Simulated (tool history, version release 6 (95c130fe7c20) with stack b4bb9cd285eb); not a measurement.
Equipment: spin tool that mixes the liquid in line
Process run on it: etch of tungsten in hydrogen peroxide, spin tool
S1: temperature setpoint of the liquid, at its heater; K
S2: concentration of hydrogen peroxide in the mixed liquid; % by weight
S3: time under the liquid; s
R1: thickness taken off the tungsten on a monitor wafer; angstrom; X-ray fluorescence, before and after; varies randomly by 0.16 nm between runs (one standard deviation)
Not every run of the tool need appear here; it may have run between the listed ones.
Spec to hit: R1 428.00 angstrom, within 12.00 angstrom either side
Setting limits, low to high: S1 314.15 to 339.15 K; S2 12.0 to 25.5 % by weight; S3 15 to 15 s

Run 1, hour 0.0: S1 330.15 K, S2 17.5 % by weight, S3 15 s. Result: R1 310.27 angstrom.
Run 2, hour 3.9: S1 331.65 K, S2 17.5 % by weight, S3 15 s. Result: R1 338.24 angstrom.
Run 3, hour 5.6: S1 332.65 K, S2 17.5 % by weight, S3 15 s. Result: R1 358.31 angstrom.
Run 4, hour 8.6: S1 332.65 K, S2 20.5 % by weight, S3 15 s. Result: R1 384.37 angstrom.
Run 5, hour 11.5: S1 336.15 K, S2 20.5 % by weight, S3 15 s. Result: R1 472.25 angstrom.
Run 6, hour 17.4: S1 336.15 K, S2 23.0 % by weight, S3 15 s. Result: R1 499.44 angstrom.
Run 7, hour 21.5: S1 335.65 K, S2 23.0 % by weight, S3 15 s. Result: R1 487.35 angstrom.
Run 8, hour 22.6: S1 335.15 K, S2 23.0 % by weight, S3 15 s. Result: R1 474.50 angstrom.
Run 9, hour 24.1: S1 334.65 K, S2 23.0 % by weight, S3 15 s. Result: R1 457.19 angstrom.
Run 10, hour 29.8: S1 334.15 K, S2 23.0 % by weight, S3 15 s. Result: R1 445.71 angstrom.

Consider the 4 candidate settings below. Which is the only one whose results all fall within their allowed miss of target?
Run A, hour 35.5: S1 334.65 K, S2 22.5 % by weight, S3 15 s. Result: R1 ?.
Run B, hour 35.5: S1 335.65 K, S2 20.5 % by weight, S3 15 s. Result: R1 ?.
Run C, hour 35.5: S1 336.15 K, S2 20.0 % by weight, S3 15 s. Result: R1 ?.
Run D, hour 35.5: S1 333.15 K, S2 23.5 % by weight, S3 15 s. Result: R1 ?.

move      R1
   A  456.09
   B  460.80
   C  468.20
   D  427.76
A: moves away from the targets compared with the last run
B: moves away from the targets compared with the last run
C: moves away from the targets compared with the last run
D: every result lands within tolerance
Move D is the one to make.

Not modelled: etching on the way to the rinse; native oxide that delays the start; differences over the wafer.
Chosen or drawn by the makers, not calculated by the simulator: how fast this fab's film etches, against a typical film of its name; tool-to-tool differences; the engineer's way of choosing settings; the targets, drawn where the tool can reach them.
